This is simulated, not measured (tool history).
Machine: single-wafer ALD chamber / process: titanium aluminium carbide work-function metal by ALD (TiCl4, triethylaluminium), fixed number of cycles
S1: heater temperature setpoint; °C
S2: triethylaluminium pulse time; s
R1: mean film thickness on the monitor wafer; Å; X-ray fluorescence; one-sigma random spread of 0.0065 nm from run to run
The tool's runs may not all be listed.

{"run": 1, "hour": 0.0, "S1": 315, "S2": 7.96, "R1": 19.55}
{"run": 2, "hour": 6.5, "S1": 315, "S2": 9.37, "R1": 20.543}
{"run": 3, "hour": 9.2, "S1": 321, "S2": 9.94, "R1": 21.405}
{"run": 4, "hour": 17.1, "S1": 321, "S2": 8.86, "R1": 20.777}
{"run": 5, "hour": 20.5, "S1": 321, "S2": 6.77, "R1": 19.027}
{"run": 6, "hour": 23.7, "S1": 326, "S2": 8.08, "R1": 20.633}
{"run": 7, "hour": 25.8, "S1": 330, "S2": 8.79, "R1": 21.567}
{"run": 8, "hour": 29.1, "S1": 333, "S2": 9.29, "R1": 22.102}
{"run": 9, "hour": 36.4, "S1": 335, "S2": 9.75, "R1": 22.66}
{"run": 10, "hour": 39.7, "S1": 336, "S2": 10.07, "R1": 22.985}
{"run": 11, "hour": 40.9, "S1": 337, "S2": 10.31, "R1": 23.151}
{"run": 12, "hour": 41.5, "S1": 338, "S2": 10.54, "R1": 23.197}
{"run": 13, "hour": 43.9, "S1": 338, "S2": 10.84, "R1": 23.364}
{"run": 14, "hour": 52.0, "S1": 338, "S2": 11.07, "R1": 23.574}
{"hour": 60.8, "done": "triethylaluminium bottle replaced"}
{"run": 15, "hour": 60.8, "S1": 338, "S2": 11.18, "R1": 24.998}
{"run": 16, "hour": 67.8, "S1": 335, "S2": 11.12, "R1": 24.603}

Expected results for the next run?
{"run": 17, "hour": 73.6, "S1": 333, "S2": 11.04, "R1": "?"}

R1: 24.353 Å
